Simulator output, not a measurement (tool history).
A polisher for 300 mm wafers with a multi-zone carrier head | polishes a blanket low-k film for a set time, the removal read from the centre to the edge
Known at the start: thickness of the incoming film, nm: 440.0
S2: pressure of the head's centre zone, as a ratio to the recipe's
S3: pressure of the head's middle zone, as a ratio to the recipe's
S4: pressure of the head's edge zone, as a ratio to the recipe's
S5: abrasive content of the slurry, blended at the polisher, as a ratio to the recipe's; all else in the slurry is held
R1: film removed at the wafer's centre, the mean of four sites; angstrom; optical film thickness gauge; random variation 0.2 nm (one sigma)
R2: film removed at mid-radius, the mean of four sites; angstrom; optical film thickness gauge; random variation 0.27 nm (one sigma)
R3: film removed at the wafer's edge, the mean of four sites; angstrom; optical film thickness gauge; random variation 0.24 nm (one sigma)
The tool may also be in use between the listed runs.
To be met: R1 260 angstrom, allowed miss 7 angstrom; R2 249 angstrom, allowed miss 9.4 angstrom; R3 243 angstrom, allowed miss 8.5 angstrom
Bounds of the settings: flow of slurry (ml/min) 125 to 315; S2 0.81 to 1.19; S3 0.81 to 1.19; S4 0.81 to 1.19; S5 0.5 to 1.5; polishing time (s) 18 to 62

{"run": 1, "hour": 0.0, "flow of slurry (ml/min)": 205, "S2": 1, "S3": 1, "S4": 1, "S5": 1, "polishing time (s)": 40, "R1": 188.45, "R2": 186.3, "R3": 187.69}
{"run": 2, "hour": 1.3, "flow of slurry (ml/min)": 215, "S2": 1.03, "S3": 1.03, "S4": 1.04, "S5": 1.1, "polishing time (s)": 40, "R1": 206.72, "R2": 198.04, "R3": 201.06}
{"run": 3, "hour": 4.1, "flow of slurry (ml/min)": 215, "S2": 1.08, "S3": 1.03, "S4": 1.04, "S5": 1.1, "polishing time (s)": 40, "R1": 215.89, "R2": 198.24, "R3": 199.34}
{"run": 4, "hour": 5.8, "flow of slurry (ml/min)": 215, "S2": 1.08, "S3": 1.03, "S4": 1.08, "S5": 1.1, "polishing time (s)": 40, "R1": 220.29, "R2": 199.91, "R3": 204.2}
{"run": 5, "hour": 13.8, "flow of slurry (ml/min)": 215, "S2": 1.08, "S3": 1.03, "S4": 1.08, "S5": 1.3, "polishing time (s)": 40, "R1": 230.17, "R2": 211.75, "R3": 220.55}
{"run": 6, "hour": 21.1, "flow of slurry (ml/min)": 250, "S2": 1.08, "S3": 1.03, "S4": 1.08, "S5": 1.3, "polishing time (s)": 40, "R1": 236.73, "R2": 219.38, "R3": 219.59}
{"run": 7, "hour": 26.6, "flow of slurry (ml/min)": 250, "S2": 1.09, "S3": 1.05, "S4": 1.09, "S5": 1.35, "polishing time (s)": 40, "R1": 243.61, "R2": 225.98, "R3": 225.1}
{"run": 8, "hour": 33.2, "flow of slurry (ml/min)": 250, "S2": 1.09, "S3": 1.06, "S4": 1.1, "S5": 1.4, "polishing time (s)": 40, "R1": 250.13, "R2": 232.14, "R3": 230.97}
{"run": 9, "hour": 42.1, "flow of slurry (ml/min)": 255, "S2": 1.09, "S3": 1.07, "S4": 1.11, "S5": 1.4, "polishing time (s)": 40, "R1": 248.07, "R2": 235.32, "R3": 235.83}

Which of these 5 next moves meets every target?
{"run": "A", "hour": 51.0, "flow of slurry (ml/min)": 170, "S2": 1.06, "S3": 1.1, "S4": 1.13, "S5": 1.45, "polishing time (s)": 41, "R1": "?", "R2": "?", "R3": "?"}
{"run": "B", "hour": 51.0, "flow of slurry (ml/min)": 315, "S2": 1.15, "S3": 1.05, "S4": 1.09, "S5": 1.15, "polishing time (s)": 40, "R1": "?", "R2": "?", "R3": "?"}
{"run": "C", "hour": 51.0, "flow of slurry (ml/min)": 275, "S2": 1.07, "S3": 1.08, "S4": 1.1, "S5": 1.4, "polishing time (s)": 42, "R1": "?", "R2": "?", "R3": "?"}
{"run": "D", "hour": 51.0, "flow of slurry (ml/min)": 260, "S2": 1.12, "S3": 1.14, "S4": 1.17, "S5": 1.5, "polishing time (s)": 36, "R1": "?", "R2": "?", "R3": "?"}
{"run": "E", "hour": 51.0, "flow of slurry (ml/min)": 240, "S2": 0.99, "S3": 1.12, "S4": 1.08, "S5": 1.5, "polishing time (s)": 40, "R1": "?", "R2": "?", "R3": "?"}

move=A R1=236.7 R2=230.85 R3=231.74
move=B R1=249.53 R2=213.41 R3=214.46
move=C R1=261.27 R2=246.52 R3=243.57
move=D R1=239.25 R2=225.81 R3=220.03
move=E R1=232.18 R2=244.88 R3=233.09
A: further off than the last run
B: further off than the last run
C: meets every target
D: further off than the last run
E: further off than the last run
Answer: C
